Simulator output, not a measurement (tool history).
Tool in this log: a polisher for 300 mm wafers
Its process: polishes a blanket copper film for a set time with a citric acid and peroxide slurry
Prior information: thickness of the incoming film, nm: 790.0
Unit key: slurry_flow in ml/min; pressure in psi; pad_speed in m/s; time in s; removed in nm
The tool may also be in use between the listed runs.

run,hour,slurry_flow,pressure,pad_speed,slurry_solids,time,removed
1,0.0,230,3.6,0.92,1.0,35,91.716
2,2.2,230,3.9,0.94,1.0,35,100.800
3,5.1,230,4.2,0.96,1.0,35,110.890
4,7.1,230,4.9,0.96,1.0,35,132.860
5,9.9,230,5.0,0.96,1.0,35,132.420
6,11.7,230,4.5,0.96,1.0,35,121.050

Expected results for the next run?
7,12.6,230,4.7,0.96,1.0,35,?

removed: 125.080 nm
